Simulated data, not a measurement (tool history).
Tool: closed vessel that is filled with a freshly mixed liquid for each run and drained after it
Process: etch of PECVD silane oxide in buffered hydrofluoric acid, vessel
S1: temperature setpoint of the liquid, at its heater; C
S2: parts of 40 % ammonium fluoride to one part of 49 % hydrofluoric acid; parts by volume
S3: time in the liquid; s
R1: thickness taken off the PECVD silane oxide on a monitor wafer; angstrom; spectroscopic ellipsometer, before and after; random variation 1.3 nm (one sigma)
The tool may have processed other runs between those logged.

run  hour    S1   S2   S3      R1
  1   0.0  20.0  8.5  100  2464.2
  2   6.7  18.0  8.5  100  2190.6
  3   9.2  18.0  8.5  110  2428.8
  4  18.4  20.0  8.5  110  2702.0
  5  22.7  22.0  8.5  110  3023.9
  6  31.7  23.0  8.5  110  3183.5
  7  35.0  24.0  8.5  110  3342.5

What will run 8 give?
  8  39.8  24.5  8.5  110   ?

Run 8 yielded R1 3441.4 angstrom.
